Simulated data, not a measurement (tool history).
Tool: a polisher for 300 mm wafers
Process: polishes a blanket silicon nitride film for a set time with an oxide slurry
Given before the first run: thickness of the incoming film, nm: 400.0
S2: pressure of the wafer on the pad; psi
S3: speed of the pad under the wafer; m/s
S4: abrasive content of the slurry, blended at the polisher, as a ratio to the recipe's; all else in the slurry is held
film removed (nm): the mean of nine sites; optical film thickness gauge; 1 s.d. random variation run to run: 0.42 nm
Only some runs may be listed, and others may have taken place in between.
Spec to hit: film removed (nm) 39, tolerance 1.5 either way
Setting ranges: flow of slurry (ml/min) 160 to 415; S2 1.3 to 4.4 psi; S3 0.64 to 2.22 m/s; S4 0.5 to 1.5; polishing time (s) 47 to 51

run 1 day=0 | flow_of_slurry_(ml/min)=265 S2=2.8 S3=1.42 S4=1 polishing_time_(s)=51 | film_removed_(nm)=31.659
run 2 day=0.183 | flow_of_slurry_(ml/min)=265 S2=2.8 S3=1.42 S4=1 polishing_time_(s)=47 | film_removed_(nm)=28.503
run 3 day=0.254 | flow_of_slurry_(ml/min)=265 S2=2.8 S3=1.08 S4=1 polishing_time_(s)=47 | film_removed_(nm)=23.43
run 4 day=0.45 | flow_of_slurry_(ml/min)=265 S2=3.5 S3=1.08 S4=1 polishing_time_(s)=47 | film_removed_(nm)=28.675
run 5 day=0.579 | flow_of_slurry_(ml/min)=265 S2=3.6 S3=1.08 S4=1 polishing_time_(s)=47 | film_removed_(nm)=29.639
run 6 day=0.846 | flow_of_slurry_(ml/min)=265 S2=3.6 S3=1.08 S4=1 polishing_time_(s)=47 | film_removed_(nm)=29.419
run 7 day=1.212 | flow_of_slurry_(ml/min)=265 S2=3.7 S3=1.1 S4=1 polishing_time_(s)=47 | film_removed_(nm)=30.511
run 8 day=1.467 | flow_of_slurry_(ml/min)=265 S2=4.4 S3=1.12 S4=1 polishing_time_(s)=47 | film_removed_(nm)=36.657
run 9 day=1.554 | flow_of_slurry_(ml/min)=265 S2=4.4 S3=1.14 S4=1 polishing_time_(s)=47 | film_removed_(nm)=36.852

Next run, 4 choices. One meets every target within its allowed miss, the rest don't. Which?
run A day=1.642 | flow_of_slurry_(ml/min)=285 S2=4.1 S3=1.18 S4=0.95 polishing_time_(s)=47 | film_removed_(nm)=?
run B day=1.642 | flow_of_slurry_(ml/min)=195 S2=4.4 S3=1.26 S4=1.15 polishing_time_(s)=49 | film_removed_(nm)=?
run C day=1.642 | flow_of_slurry_(ml/min)=250 S2=4.4 S3=1.3 S4=0.95 polishing_time_(s)=51 | film_removed_(nm)=?
run D day=1.642 | flow_of_slurry_(ml/min)=200 S2=4.3 S3=1.12 S4=1.4 polishing_time_(s)=47 | film_removed_(nm)=?

move=A film_removed_(nm)=35.95
move=B film_removed_(nm)=43.688
move=C film_removed_(nm)=44.521
move=D film_removed_(nm)=40.362
A: lands further from the targets than the last run did
B: takes the result that was furthest off past its target
C: takes the result that was furthest off past its target
D: all results in spec
Move D is the one to make.
